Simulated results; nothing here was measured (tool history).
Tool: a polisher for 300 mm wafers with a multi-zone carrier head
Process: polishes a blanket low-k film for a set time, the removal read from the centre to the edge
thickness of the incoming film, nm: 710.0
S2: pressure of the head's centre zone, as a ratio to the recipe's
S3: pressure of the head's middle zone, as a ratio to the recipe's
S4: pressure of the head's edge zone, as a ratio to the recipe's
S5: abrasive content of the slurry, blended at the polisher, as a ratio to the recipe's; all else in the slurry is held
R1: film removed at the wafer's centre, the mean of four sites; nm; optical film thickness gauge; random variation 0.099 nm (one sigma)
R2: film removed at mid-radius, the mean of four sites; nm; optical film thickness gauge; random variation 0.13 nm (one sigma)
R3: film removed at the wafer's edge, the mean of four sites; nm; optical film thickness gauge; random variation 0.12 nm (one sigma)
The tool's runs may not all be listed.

{"run": 1, "hour": 0.0, "flow of slurry (ml/min)": 205, "S2": 1.0, "S3": 1.0, "S4": 1.0, "S5": 1.0, "polishing time (s)": 36, "R1": 14.212, "R2": 14.507, "R3": 14.317}
{"run": 2, "hour": 8.5, "flow of slurry (ml/min)": 205, "S2": 1.0, "S3": 1.0, "S4": 0.92, "S5": 1.0, "polishing time (s)": 36, "R1": 14.051, "R2": 14.618, "R3": 13.726}
{"run": 3, "hour": 13.5, "flow of slurry (ml/min)": 225, "S2": 1.0, "S3": 1.05, "S4": 0.97, "S5": 1.0, "polishing time (s)": 36, "R1": 14.509, "R2": 15.132, "R3": 14.142}
{"run": 4, "hour": 22.4, "flow of slurry (ml/min)": 230, "S2": 0.98, "S3": 1.09, "S4": 0.98, "S5": 1.05, "polishing time (s)": 36, "R1": 14.508, "R2": 16.167, "R3": 14.675}
{"run": 5, "hour": 22.9, "flow of slurry (ml/min)": 250, "S2": 0.98, "S3": 1.09, "S4": 0.98, "S5": 1.05, "polishing time (s)": 36, "R1": 14.745, "R2": 16.178, "R3": 14.946}
{"run": 6, "hour": 29.0, "flow of slurry (ml/min)": 250, "S2": 0.98, "S3": 1.09, "S4": 0.98, "S5": 1.05, "polishing time (s)": 43, "R1": 17.613, "R2": 19.377, "R3": 17.785}
{"run": 7, "hour": 33.2, "flow of slurry (ml/min)": 225, "S2": 0.97, "S3": 1.08, "S4": 0.95, "S5": 1.05, "polishing time (s)": 43, "R1": 17.24, "R2": 19.114, "R3": 17.375}
{"run": 8, "hour": 39.8, "flow of slurry (ml/min)": 210, "S2": 0.96, "S3": 1.08, "S4": 0.92, "S5": 1.05, "polishing time (s)": 43, "R1": 17.055, "R2": 18.965, "R3": 17.111}
{"run": 9, "hour": 47.4, "flow of slurry (ml/min)": 160, "S2": 0.9, "S3": 1.1, "S4": 0.83, "S5": 1.0, "polishing time (s)": 43, "R1": 14.921, "R2": 17.438, "R3": 15.299}

Run 10 comes next. What will it give?
{"run": 10, "hour": 48.5, "flow of slurry (ml/min)": 175, "S2": 0.9, "S3": 1.1, "S4": 0.84, "S5": 1.0, "polishing time (s)": 43, "R1": "?", "R2": "?", "R3": "?"}

{"run 10": {"R1": 15.092, "R2": 17.808, "R3": 15.494}}
